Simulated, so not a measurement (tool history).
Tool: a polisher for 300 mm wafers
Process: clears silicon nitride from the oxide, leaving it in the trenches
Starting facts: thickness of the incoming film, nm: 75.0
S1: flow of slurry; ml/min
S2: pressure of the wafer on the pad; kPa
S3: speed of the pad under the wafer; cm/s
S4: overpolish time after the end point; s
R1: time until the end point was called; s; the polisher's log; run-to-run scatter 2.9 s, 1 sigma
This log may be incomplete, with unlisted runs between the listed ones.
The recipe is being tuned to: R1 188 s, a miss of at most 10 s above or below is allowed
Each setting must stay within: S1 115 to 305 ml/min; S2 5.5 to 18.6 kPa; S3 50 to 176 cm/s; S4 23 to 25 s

run,hour,S1,S2,S3,S4,R1
1,0,195,11.7,112,23,132.56
2,2.9,240,11.7,112,23,134.35
3,5.1,240,11,112,23,137.27
4,6.7,240,10.3,112,23,146.25
5,10,240,10.3,112,23,145.41
6,13.8,200,10.3,112,23,149.86
7,14.7,200,10.3,112,23,151.53
8,20.2,200,9,110,23,173.43

Of the 5 settings listed for the next run, only one would bring every result within its allowed miss of target. Which one?
A,25.7,195,10.3,106,23,?
B,25.7,210,7.6,112,25,?
C,25.7,170,9.7,116,23,?
D,25.7,210,9.7,124,25,?
E,25.7,270,7.6,128,23,?

move,R1
A,159.33
B,191.89
C,157.98
D,143.32
E,163.57
A: misses by more than the last run did
B: all results in spec
C: misses by more than the last run did
D: misses by more than the last run did
E: misses by more than the last run did
B meets every target.
